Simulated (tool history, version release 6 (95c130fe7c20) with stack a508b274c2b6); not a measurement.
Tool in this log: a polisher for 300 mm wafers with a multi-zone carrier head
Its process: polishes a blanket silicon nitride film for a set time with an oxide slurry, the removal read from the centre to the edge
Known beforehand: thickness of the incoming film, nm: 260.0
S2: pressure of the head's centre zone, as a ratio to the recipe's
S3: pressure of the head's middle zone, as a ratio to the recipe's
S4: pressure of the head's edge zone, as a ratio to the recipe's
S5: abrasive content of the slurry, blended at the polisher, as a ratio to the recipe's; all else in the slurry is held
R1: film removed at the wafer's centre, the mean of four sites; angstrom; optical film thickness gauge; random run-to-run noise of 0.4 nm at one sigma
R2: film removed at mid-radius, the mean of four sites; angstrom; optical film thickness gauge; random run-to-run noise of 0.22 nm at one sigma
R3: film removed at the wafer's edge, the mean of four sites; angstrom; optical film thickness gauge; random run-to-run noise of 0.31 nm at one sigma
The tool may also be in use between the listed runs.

Run 1, hour 0: flow of slurry (ml/min) 175, S2 1, S3 1, S4 1, S5 1, polishing time (s) 49. Result: R1 393.01 angstrom, R2 354.71 angstrom, R3 351.27 angstrom.
Run 2, hour 8.9: flow of slurry (ml/min) 175, S2 1.06, S3 1, S4 1, S5 1, polishing time (s) 49. Result: R1 406.36 angstrom, R2 348.57 angstrom, R3 355.93 angstrom.
Run 3, hour 11.6: flow of slurry (ml/min) 160, S2 1, S3 0.97, S4 1.01, S5 0.95, polishing time (s) 49. Result: R1 380.16 angstrom, R2 339.64 angstrom, R3 352.2 angstrom.
Run 4, hour 17.9: flow of slurry (ml/min) 155, S2 0.97, S3 0.95, S4 1, S5 0.85, polishing time (s) 49. Result: R1 341.97 angstrom, R2 318.09 angstrom, R3 329.18 angstrom.
Run 5, hour 22.9: flow of slurry (ml/min) 170, S2 0.97, S3 0.95, S4 1, S5 0.85, polishing time (s) 49. Result: R1 361.71 angstrom, R2 321.91 angstrom, R3 332.41 angstrom.
Run 6, hour 27.9: flow of slurry (ml/min) 170, S2 0.97, S3 0.95, S4 0.92, S5 0.85, polishing time (s) 49. Result: R1 364.18 angstrom, R2 323.19 angstrom, R3 321.67 angstrom.
Run 7, hour 35.3: flow of slurry (ml/min) 160, S2 0.95, S3 0.93, S4 0.93, S5 0.8, polishing time (s) 49. Result: R1 340.74 angstrom, R2 306.59 angstrom, R3 313.87 angstrom.

Estimate the outcome of run 8 from the log above:
Run 8, hour 36.1: flow of slurry (ml/min) 150, S2 0.94, S3 0.92, S4 0.94, S5 0.8, polishing time (s) 49. Result: R1 ?, R2 ?, R3 ?.

For run 8 the tool returned R1 337.92 angstrom, R2 299.33 angstrom, R3 306.85 angstrom.
